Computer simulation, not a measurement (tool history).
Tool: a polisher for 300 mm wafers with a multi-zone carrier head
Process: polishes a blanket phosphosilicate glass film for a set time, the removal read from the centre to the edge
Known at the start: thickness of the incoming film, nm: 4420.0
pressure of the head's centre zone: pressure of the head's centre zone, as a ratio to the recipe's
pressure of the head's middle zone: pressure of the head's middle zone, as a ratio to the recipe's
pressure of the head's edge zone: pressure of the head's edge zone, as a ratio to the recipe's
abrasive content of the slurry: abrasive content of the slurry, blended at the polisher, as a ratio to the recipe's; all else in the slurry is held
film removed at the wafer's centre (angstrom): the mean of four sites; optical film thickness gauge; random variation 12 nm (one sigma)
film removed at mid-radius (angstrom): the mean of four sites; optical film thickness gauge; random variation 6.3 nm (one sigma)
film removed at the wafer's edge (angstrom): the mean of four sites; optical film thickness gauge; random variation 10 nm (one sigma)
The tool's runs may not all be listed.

run	day	flow of slurry (ml/min)	pressure of the head's centre zone	pressure of the head's middle zone	pressure of the head's edge zone	abrasive content of the slurry	polishing time (s)	film removed at the wafer's centre (angstrom)	film removed at mid-radius (angstrom)	film removed at the wafer's edge (angstrom)
1	0	135	1	1	1	1	80	9493.5	10607	10221
2	0.308	135	1	1	1	0.9	80	8927.7	9898.9	9681
3	0.608	135	1.06	1	1	0.9	80	9425.9	10111	9825.8
4	0.879	135	1.07	0.98	0.98	0.9	80	9537.8	9806.9	9722.4
5	0.95	135	1.08	0.97	0.96	0.9	80	9591.1	9665	9526.9
6	1.325	135	1.09	0.96	0.95	0.9	80	9882	9674.6	9631.6
7	1.429	130	1.1	0.95	0.94	0.9	80	9873.8	9393.2	9382.3
8	1.683	125	1.11	0.94	0.94	0.9	80	9895.4	9410.9	9591.4

Run 9 comes next. What will it give?
9	1.825	125	1.12	0.93	0.93	0.9	80	?	?	?

Run 9 gave film removed at the wafer's centre (angstrom) 10094, film removed at mid-radius (angstrom) 9273.9, film removed at the wafer's edge (angstrom) 9342.5.
